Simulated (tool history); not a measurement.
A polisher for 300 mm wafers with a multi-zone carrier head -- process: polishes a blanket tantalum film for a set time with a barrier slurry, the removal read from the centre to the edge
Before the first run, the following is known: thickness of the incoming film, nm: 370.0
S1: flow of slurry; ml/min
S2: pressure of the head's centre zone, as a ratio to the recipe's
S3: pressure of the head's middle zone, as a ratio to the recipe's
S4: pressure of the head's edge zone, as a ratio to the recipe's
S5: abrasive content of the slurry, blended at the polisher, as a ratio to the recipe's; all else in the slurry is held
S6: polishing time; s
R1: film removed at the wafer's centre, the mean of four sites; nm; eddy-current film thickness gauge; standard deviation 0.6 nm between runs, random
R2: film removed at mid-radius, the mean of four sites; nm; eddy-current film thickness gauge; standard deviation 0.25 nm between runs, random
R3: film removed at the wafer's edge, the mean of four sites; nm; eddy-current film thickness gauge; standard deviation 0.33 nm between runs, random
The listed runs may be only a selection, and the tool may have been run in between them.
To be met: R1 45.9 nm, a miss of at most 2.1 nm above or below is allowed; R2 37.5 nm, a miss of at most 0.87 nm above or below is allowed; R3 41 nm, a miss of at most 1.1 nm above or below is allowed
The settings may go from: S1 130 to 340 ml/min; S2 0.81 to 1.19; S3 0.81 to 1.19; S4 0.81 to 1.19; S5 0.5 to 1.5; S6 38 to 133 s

run,day,S1,S2,S3,S4,S5,S6,R1,R2,R3
1,0,220,1,1,1,1,85,67.064,66.171,70.28
2,0.183,220,1,1,0.97,1,85,67.427,66.361,69.836
3,0.508,220,1.08,1,0.97,1,85,72.569,66.975,69.259
4,0.692,220,1.08,1.06,0.97,1,85,72.389,70.424,70.268
# day 0.975: edge zone pressure recalibrated
5,0.975,220,1.01,1.06,0.97,1,85,68.905,70.058,65.675
6,1.283,220,0.94,1.06,0.97,1,85,63.775,69.78,67.211
7,1.521,215,0.98,1.02,0.94,0.9,78,58.996,59.943,58.284
8,1.804,205,0.99,0.97,0.91,0.8,75,54.089,53.775,52.846
9,2.146,170,1.09,0.87,0.91,0.55,62,43.145,35.602,39.221
10,2.471,180,1.09,0.87,0.91,0.55,62,44.511,35.35,39.352
11,2.638,190,1.08,0.88,0.91,0.55,62,45.3,36.469,39.109
12,2.762,190,1.08,0.88,0.92,0.55,62,44.167,36.695,39.297
13,2.954,220,1.11,0.87,0.97,0.6,62,47.92,37.522,42.526

Of the 5 settings listed for the next run, only one would bring every result within its allowed miss of target. Which one?
A,3.146,220,1.08,0.89,0.87,0.5,64,?,?,?
B,3.146,300,1.09,0.89,0.98,0.55,60,?,?,?
C,3.146,210,1.13,0.93,0.94,0.55,60,?,?,?
D,3.146,235,1.18,0.85,0.88,0.65,61,?,?,?
E,3.146,265,1.19,0.89,0.88,0.6,59,?,?,?

move,R1,R2,R3
A,45.724,37.715,39.28
B,46.14,37.56,41.022
C,45.878,37.502,39.069
D,51.852,37.622,40.875
E,50.162,37.416,38.995
A: carries the result that was furthest off beyond its target, to the other side
B: meets every target
C: carries the result that was furthest off beyond its target, to the other side
D: brings the last run's worst result on target, with another outside its allowed miss
E: carries the result that was furthest off beyond its target, to the other side
The right move is B.

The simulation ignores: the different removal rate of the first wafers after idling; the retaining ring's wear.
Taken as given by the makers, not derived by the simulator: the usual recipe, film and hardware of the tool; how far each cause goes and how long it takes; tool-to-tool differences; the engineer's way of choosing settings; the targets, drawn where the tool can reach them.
